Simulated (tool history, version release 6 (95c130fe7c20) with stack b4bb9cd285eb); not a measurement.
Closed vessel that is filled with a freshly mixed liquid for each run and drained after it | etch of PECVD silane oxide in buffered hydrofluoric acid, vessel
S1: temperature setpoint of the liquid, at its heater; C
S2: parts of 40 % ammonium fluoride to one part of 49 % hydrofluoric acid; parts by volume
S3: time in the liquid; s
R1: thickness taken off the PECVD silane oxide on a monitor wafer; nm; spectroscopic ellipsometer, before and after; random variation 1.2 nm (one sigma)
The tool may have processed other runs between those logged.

run  hour    S1   S2   S3      R1
  1     0    20   14  100  167.62
  2   5.9    20   14  105  176.37
  3   9.6  22.5   13  105  217.36
  4  17.6  22.5  9.5  105  292.88
  5    24  22.5    6  105  448.36
  6  25.1    21    6  105  413.18

What will run 7 give?
  7  27.8  21   6  105   ?

R1: 414.29 nm
